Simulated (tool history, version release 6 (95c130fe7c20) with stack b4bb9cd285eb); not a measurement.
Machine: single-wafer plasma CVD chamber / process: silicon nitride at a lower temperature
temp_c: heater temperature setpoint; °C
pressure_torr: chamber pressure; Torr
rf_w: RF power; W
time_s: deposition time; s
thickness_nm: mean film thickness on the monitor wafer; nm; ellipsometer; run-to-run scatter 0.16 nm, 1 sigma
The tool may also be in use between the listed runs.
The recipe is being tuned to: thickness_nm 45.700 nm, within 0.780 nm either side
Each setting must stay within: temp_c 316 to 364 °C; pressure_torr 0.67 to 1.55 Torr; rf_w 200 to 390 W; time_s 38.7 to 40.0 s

run,hour,temp_c,pressure_torr,rf_w,time_s,thickness_nm
1,0.0,340,1.11,295,38.7,40.830
2,3.8,340,1.30,295,38.7,42.453
3,9.0,340,1.46,295,38.7,43.764
4,9.6,340,1.48,300,38.7,44.501
5,17.7,340,1.48,335,38.7,47.303
6,19.1,348,1.48,335,38.7,47.250
7,20.6,348,1.45,335,38.7,47.106
8,24.5,348,1.42,335,38.7,46.913

Which single option among these 4 for the next run brings every result within its allowed miss of target? Just one does.
A,28.4,334,1.17,355,39.8,?
B,28.4,349,1.55,335,38.9,?
C,28.4,339,1.37,325,39.1,?
D,28.4,348,1.52,335,39.0,?

move,thickness_nm
A,47.466
B,48.020
C,46.096
D,47.919
A: the biggest miss grows against the last run
B: the biggest miss grows against the last run
C: every result within its allowed miss
D: the biggest miss grows against the last run
Correct choice: C, which meets every target
